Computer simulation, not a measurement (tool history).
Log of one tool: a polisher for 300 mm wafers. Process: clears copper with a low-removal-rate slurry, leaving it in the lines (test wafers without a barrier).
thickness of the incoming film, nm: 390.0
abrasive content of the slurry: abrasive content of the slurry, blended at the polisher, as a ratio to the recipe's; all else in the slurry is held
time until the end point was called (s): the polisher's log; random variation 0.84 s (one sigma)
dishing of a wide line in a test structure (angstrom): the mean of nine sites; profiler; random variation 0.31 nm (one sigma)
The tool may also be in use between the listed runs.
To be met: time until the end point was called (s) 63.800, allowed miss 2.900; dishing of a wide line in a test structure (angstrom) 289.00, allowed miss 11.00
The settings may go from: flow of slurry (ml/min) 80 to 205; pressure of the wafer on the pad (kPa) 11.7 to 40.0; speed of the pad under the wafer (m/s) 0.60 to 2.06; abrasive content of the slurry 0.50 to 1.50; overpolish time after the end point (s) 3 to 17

| run | hour | flow of slurry (ml/min) | pressure of the wafer on the pad (kPa) | speed of the pad under the wafer (m/s) | abrasive content of the slurry | overpolish time after the end point (s) | time until the end point was called (s) | dishing of a wide line in a test structure (angstrom) |
|---|---|---|---|---|---|---|---|---|
| 1 | 0.0 | 135 | 25.5 | 1.32 | 1.00 | 9 | 60.542 | 385.35 |
| 2 | 5.4 | 140 | 24.8 | 1.32 | 1.00 | 9 | 61.706 | 374.41 |
| 3 | 7.3 | 145 | 24.1 | 1.32 | 1.00 | 9 | 63.859 | 357.33 |
| 4 | 12.7 | 150 | 23.4 | 1.34 | 1.00 | 8 | 64.963 | 321.82 |
| 5 | 20.5 | 150 | 29.0 | 1.34 | 1.00 | 8 | 52.462 | 385.38 |
| 6 | 27.1 | 150 | 29.0 | 1.34 | 1.00 | 11 | 53.170 | 506.97 |
| 7 | 34.2 | 150 | 28.3 | 1.34 | 1.00 | 10 | 53.111 | 459.94 |
| 8 | 41.5 | 150 | 27.6 | 1.34 | 1.00 | 9 | 55.380 | 419.54 |
| 9 | 46.8 | 150 | 26.9 | 1.34 | 1.00 | 8 | 57.861 | 364.71 |
| 10 | 49.7 | 150 | 26.2 | 1.34 | 1.00 | 8 | 57.382 | 361.88 |
| 11 | 53.7 | 150 | 26.2 | 1.34 | 1.00 | 8 | 57.773 | 355.17 |
| 12 | 55.2 | 150 | 25.5 | 1.34 | 1.00 | 8 | 58.060 | 346.54 |
| 13 | 59.3 | 150 | 25.5 | 1.34 | 1.00 | 8 | 58.185 | 352.68 |
| 14 | 66.0 | 150 | 24.8 | 1.34 | 1.00 | 8 | 60.713 | 339.03 |

5 next moves are on the table. One of them brings every result within its allowed miss. Which?
| A | 72.7 | 165 | 28.3 | 0.92 | 1.05 | 7 | ? | ? |
| B | 72.7 | 170 | 26.2 | 1.40 | 1.05 | 8 | ? | ? |
| C | 72.7 | 180 | 24.1 | 1.18 | 1.35 | 9 | ? | ? |
| D | 72.7 | 155 | 24.8 | 1.26 | 0.90 | 8 | ? | ? |
| E | 72.7 | 170 | 24.1 | 1.36 | 0.90 | 9 | ? | ? |

| move | time until the end point was called (s) | dishing of a wide line in a test structure (angstrom) |
|---|---|---|
| A | 64.092 | 288.77 |
| B | 54.200 | 377.55 |
| C | 61.111 | 375.50 |
| D | 63.352 | 327.93 |
| E | 61.525 | 373.28 |
A: meets every target
B: further off than the last run
C: further off than the last run
D: nearer than the last run, and not there yet
E: further off than the last run
The right move is A.

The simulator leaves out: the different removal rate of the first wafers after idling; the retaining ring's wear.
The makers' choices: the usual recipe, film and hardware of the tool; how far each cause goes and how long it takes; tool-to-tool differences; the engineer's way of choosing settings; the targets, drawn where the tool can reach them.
